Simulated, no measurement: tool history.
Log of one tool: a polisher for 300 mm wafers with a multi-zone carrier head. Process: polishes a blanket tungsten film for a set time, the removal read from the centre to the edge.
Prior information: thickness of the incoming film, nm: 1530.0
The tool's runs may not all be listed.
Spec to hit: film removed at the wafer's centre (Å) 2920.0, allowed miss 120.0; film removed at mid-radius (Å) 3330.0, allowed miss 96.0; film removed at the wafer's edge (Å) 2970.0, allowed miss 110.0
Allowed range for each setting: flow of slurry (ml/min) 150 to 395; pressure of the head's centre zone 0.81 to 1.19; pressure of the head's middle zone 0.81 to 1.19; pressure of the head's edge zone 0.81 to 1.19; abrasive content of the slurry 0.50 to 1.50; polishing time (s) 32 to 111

| run | hour | flow of slurry (ml/min) | pressure of the head's centre zone | pressure of the head's middle zone | pressure of the head's edge zone | abrasive content of the slurry | polishing time (s) | film removed at the wafer's centre (Å) | film removed at mid-radius (Å) | film removed at the wafer's edge (Å) |
|---|---|---|---|---|---|---|---|---|---|---|
| 1 | 0.0 | 250 | 1.00 | 1.00 | 1.00 | 1.00 | 71 | 2426.7 | 2408.4 | 2477.7 |
| 2 | 4.9 | 275 | 1.00 | 1.00 | 1.00 | 1.00 | 71 | 2462.5 | 2434.6 | 2413.6 |
| 3 | 9.6 | 275 | 1.00 | 0.97 | 1.00 | 1.00 | 71 | 2437.1 | 2354.0 | 2465.1 |
| 4 | 13.6 | 265 | 0.99 | 1.02 | 1.02 | 1.15 | 72 | 2553.0 | 2596.7 | 2605.8 |
| 5 | 19.3 | 265 | 0.99 | 1.06 | 1.04 | 1.25 | 72 | 2584.3 | 2766.3 | 2684.3 |
| 6 | 21.6 | 265 | 1.01 | 1.09 | 1.06 | 1.30 | 72 | 2728.2 | 2833.9 | 2733.9 |
| 7 | 30.2 | 275 | 1.00 | 1.12 | 1.07 | 1.35 | 72 | 2717.0 | 2974.7 | 2836.7 |
| 8 | 39.2 | 330 | 1.04 | 1.19 | 1.05 | 1.45 | 72 | 3012.0 | 3231.2 | 2912.7 |
| 9 | 41.3 | 330 | 1.03 | 1.19 | 1.05 | 1.45 | 72 | 2849.8 | 3196.2 | 2853.6 |

4 next moves are on the table. One of them brings every result within its allowed miss. Which?
| A | 43.4 | 340 | 1.06 | 1.19 | 0.96 | 1.50 | 71 | ? | ? | ? |
| B | 43.4 | 360 | 0.88 | 1.19 | 0.98 | 1.30 | 82 | ? | ? | ? |
| C | 43.4 | 340 | 0.94 | 1.11 | 1.15 | 1.50 | 76 | ? | ? | ? |
| D | 43.4 | 305 | 0.98 | 1.19 | 1.03 | 1.50 | 75 | ? | ? | ? |

| move | film removed at the wafer's centre (Å) | film removed at mid-radius (Å) | film removed at the wafer's edge (Å) |
|---|---|---|---|
| A | 3020.0 | 3193.7 | 2767.7 |
| B | 2795.7 | 3568.2 | 3116.6 |
| C | 2862.4 | 3220.7 | 3243.0 |
| D | 2917.9 | 3343.8 | 3003.3 |
A: the biggest miss grows against the last run
B: takes the result that was furthest off past its target
C: the biggest miss grows against the last run
D: hits every target within its allowed miss
The right move is D.

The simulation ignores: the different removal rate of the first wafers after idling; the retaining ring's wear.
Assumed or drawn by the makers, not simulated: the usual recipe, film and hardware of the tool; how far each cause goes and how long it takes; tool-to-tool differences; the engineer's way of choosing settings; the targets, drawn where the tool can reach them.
